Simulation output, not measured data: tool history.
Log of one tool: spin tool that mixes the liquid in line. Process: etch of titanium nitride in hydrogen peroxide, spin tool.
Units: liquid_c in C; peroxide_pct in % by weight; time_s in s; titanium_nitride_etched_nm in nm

run  hour  liquid_c  peroxide_pct  time_s  titanium_nitride_etched_nm
  1   0.0      55.0          22.0     310                      12.868
  2   2.5      57.0          22.0     310                      14.990
  3   9.6      57.0          22.0     330                      16.086
  4  10.5      57.0          18.5     330                      15.207
  5  13.2      60.0          18.5     330                      18.654
  6  18.5      54.5          18.5     330                      12.957
  7  20.7      57.0          18.5     330                      15.188

The next listed run, before its measurement:
  8  29.2      59.0          18.5     330                           ?

Run 8 gave titanium_nitride_etched_nm 17.663 nm.

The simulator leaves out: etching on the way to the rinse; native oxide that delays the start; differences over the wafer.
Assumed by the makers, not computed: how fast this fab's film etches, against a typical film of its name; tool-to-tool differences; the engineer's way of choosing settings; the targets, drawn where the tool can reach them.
